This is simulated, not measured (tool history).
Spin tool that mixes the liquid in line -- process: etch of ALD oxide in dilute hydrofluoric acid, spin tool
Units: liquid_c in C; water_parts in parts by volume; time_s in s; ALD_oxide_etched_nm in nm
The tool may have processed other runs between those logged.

{"run": 1, "hour": 0.0, "liquid_c": 22, "water_parts": 140, "time_s": 55, "ALD_oxide_etched_nm": 9.4859}
{"run": 2, "hour": 8.9, "liquid_c": 21.5, "water_parts": 145, "time_s": 55, "ALD_oxide_etched_nm": 8.8866}
{"run": 3, "hour": 14.6, "liquid_c": 21.5, "water_parts": 175, "time_s": 55, "ALD_oxide_etched_nm": 7.2215}
{"run": 4, "hour": 20.5, "liquid_c": 23.5, "water_parts": 175, "time_s": 55, "ALD_oxide_etched_nm": 7.7798}
{"run": 5, "hour": 29.3, "liquid_c": 23.5, "water_parts": 145, "time_s": 55, "ALD_oxide_etched_nm": 9.6521}
{"run": 6, "hour": 30.0, "liquid_c": 22.5, "water_parts": 150, "time_s": 55, "ALD_oxide_etched_nm": 8.9455}
{"run": 7, "hour": 33.4, "liquid_c": 22, "water_parts": 155, "time_s": 55, "ALD_oxide_etched_nm": 8.4789}
{"run": 8, "hour": 41.0, "liquid_c": 21.5, "water_parts": 160, "time_s": 55, "ALD_oxide_etched_nm": 8.0271}

Expected results for the next run?
{"run": 9, "hour": 42.0, "liquid_c": 21, "water_parts": 165, "time_s": 55, "ALD_oxide_etched_nm": "?"}

Run 9 measured ALD_oxide_etched_nm 7.5742 nm.
